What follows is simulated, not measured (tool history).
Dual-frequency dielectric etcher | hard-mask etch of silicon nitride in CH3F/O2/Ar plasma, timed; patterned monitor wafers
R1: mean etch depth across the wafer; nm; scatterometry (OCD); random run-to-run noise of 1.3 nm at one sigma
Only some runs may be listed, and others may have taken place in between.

{"run": 1, "day": 0.0, "source power (W)": 320, "bias power (W)": 58, "etch time (s)": 308, "R1": 169.3}
{"run": 2, "day": 0.108, "source power (W)": 330, "bias power (W)": 59, "etch time (s)": 308, "R1": 173.06}
{"run": 3, "day": 0.175, "source power (W)": 340, "bias power (W)": 59, "etch time (s)": 308, "R1": 173.11}
{"run": 4, "day": 0.25, "source power (W)": 300, "bias power (W)": 59, "etch time (s)": 308, "R1": 166.38}
{"run": 5, "day": 0.508, "source power (W)": 240, "bias power (W)": 59, "etch time (s)": 308, "R1": 150.68}
{"run": 6, "day": 0.729, "source power (W)": 260, "bias power (W)": 60, "etch time (s)": 308, "R1": 157.03}
{"run": 7, "day": 1.046, "source power (W)": 260, "bias power (W)": 60, "etch time (s)": 308, "R1": 157.31}

Predict the results of run 8:
{"run": 8, "day": 1.321, "source power (W)": 270, "bias power (W)": 61, "etch time (s)": 308, "R1": "?"}

{"run 8": {"R1": 158.37}}

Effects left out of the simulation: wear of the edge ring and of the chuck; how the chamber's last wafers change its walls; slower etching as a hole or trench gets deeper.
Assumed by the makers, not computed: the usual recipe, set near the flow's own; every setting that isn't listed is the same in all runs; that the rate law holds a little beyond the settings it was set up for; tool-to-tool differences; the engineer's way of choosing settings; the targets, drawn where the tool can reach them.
